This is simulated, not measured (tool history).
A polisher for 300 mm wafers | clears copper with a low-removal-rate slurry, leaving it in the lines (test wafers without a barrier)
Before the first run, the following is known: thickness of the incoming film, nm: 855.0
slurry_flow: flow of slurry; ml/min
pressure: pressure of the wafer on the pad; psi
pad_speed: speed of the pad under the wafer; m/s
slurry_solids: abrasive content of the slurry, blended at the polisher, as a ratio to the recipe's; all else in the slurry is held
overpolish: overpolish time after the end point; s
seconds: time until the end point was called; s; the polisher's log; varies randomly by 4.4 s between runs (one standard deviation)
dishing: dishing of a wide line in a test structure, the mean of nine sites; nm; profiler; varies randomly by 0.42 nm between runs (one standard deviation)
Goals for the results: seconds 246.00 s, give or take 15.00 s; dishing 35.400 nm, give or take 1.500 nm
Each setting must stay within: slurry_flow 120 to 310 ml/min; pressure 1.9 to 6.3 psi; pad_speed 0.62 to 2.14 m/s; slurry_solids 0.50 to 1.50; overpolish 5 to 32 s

run  hour  slurry_flow  pressure  pad_speed  slurry_solids  overpolish  seconds  dishing
  1   0.0          200       4.1       1.38           1.00          16   150.32   39.055
  2   8.9          200       4.1       1.38           1.00          23   156.43   43.698
  3  12.0          200       4.1       1.38           0.90          23   156.79   43.661
  4  17.1          200       4.1       1.38           0.75          23   164.17   43.393
  5  20.7          200       3.6       1.36           0.75          23   180.28   41.456
  6  28.6          200       3.2       1.34           0.75          23   208.05   38.977
  7  33.6          200       3.0       1.34           0.75          23   214.27   38.754
  8  34.7          200       2.8       1.34           0.75          23   231.10   36.963

Below are 5 possible settings for the next run. Only one of them brings all results inside the allowed miss of their targets. Which is it?
  A  35.8          190       3.4       1.04           0.85          21        ?        ?
  B  35.8          215       2.7       1.64           0.65          17        ?        ?
  C  35.8          275       3.4       1.04           0.50          28        ?        ?
  D  35.8          215       3.1       1.28           0.75          23        ?        ?
  E  35.8          240       3.4       1.24           0.65          25        ?        ?

move  seconds  dishing
   A   252.64   35.296
   B   205.12   34.926
   C   267.40   39.171
   D   225.81   38.572
   E   218.14   40.562
A: hits every target within its allowed miss
B: corrects the largest miss of the last run, while another result sits out of spec
C: misses by more than the last run did
D: misses by more than the last run did
E: misses by more than the last run did
The right move is A.

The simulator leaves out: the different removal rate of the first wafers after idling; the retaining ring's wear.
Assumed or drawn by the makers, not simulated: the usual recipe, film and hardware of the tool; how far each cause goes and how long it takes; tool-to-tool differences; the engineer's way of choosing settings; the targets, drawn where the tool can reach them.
